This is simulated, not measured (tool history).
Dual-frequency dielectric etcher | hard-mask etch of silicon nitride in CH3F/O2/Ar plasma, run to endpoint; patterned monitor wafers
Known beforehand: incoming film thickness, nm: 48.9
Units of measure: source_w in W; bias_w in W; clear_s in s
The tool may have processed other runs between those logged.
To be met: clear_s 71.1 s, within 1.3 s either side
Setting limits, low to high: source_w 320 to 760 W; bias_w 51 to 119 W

| run | hour | source_w | bias_w | clear_s |
|---|---|---|---|---|
| 1 | 0 | 540 | 85 | 62.656 |
| 2 | 1.6 | 500 | 84 | 64.308 |
| 3 | 9.5 | 500 | 97 | 61.798 |
| 4 | 10.2 | 460 | 95 | 63.463 |
| 5 | 13.1 | 430 | 92 | 66.096 |
| 6 | 20.4 | 430 | 104 | 64.052 |
| 7 | 25 | 400 | 102 | 65.549 |
| 8 | 31.4 | 380 | 100 | 67.953 |
|  | 39.7 | wet clean of the chamber |
| 9 | 39.7 | 370 | 100 | 66.514 |

5 next moves are on the table. One of them brings every result within its allowed miss. Which?
| A | 48 | 320 | 95 | ? |
| B | 48 | 430 | 102 | ? |
| C | 48 | 420 | 117 | ? |
| D | 48 | 480 | 84 | ? |
| E | 48 | 370 | 96 | ? |

| move | clear_s |
|---|---|
| A | 70.541 |
| B | 62.502 |
| C | 60.469 |
| D | 63.541 |
| E | 66.969 |
A: each result inside its tolerance
B: moves away from the targets compared with the last run
C: moves away from the targets compared with the last run
D: moves away from the targets compared with the last run
E: closes in on the targets versus the last run, not all within tolerance yet
Move A is the one to make.
